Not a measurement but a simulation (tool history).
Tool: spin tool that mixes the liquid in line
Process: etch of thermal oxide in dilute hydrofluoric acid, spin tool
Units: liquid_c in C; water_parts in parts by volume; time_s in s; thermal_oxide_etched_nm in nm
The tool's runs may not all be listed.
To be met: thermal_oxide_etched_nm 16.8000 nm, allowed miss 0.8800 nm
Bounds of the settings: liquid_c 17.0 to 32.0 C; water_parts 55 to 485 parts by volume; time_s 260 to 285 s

run  hour  liquid_c  water_parts  time_s  thermal_oxide_etched_nm
  1   0.0      24.0          270     260                   3.9196
  2   1.2      25.0          240     265                   4.6606
  3   7.6      26.5          240     265                   4.8574
  4  14.4      26.5          240     260                   4.9381
  5  19.1      26.5          205     260                   5.9468
  6  27.3      29.0          205     260                   6.4537
  7  28.2      32.0           95     285                  19.0960
  8  31.4      31.5           95     285                  19.5920
  9  32.0      31.0           95     285                  18.7700
 10  40.8      30.5           95     285                  18.3360
 11  43.7      29.5           95     285                  17.8280

5 next moves are on the table. One of them brings every result within its allowed miss. Which?
  A  46.6      29.5           95     270                        ?
  B  46.6      31.5           90     270                        ?
  C  46.6      29.5           85     265                        ?
  D  46.6      28.0           80     270                        ?
  E  46.6      32.0           95     285                        ?

move  thermal_oxide_etched_nm
   A                  16.9460
   B                  19.4090
   C                  18.8640
   D                  19.4310
   E                  19.6160
A: meets every target
B: further off than the last run
C: further off than the last run
D: further off than the last run
E: further off than the last run
Move A is the one to make.

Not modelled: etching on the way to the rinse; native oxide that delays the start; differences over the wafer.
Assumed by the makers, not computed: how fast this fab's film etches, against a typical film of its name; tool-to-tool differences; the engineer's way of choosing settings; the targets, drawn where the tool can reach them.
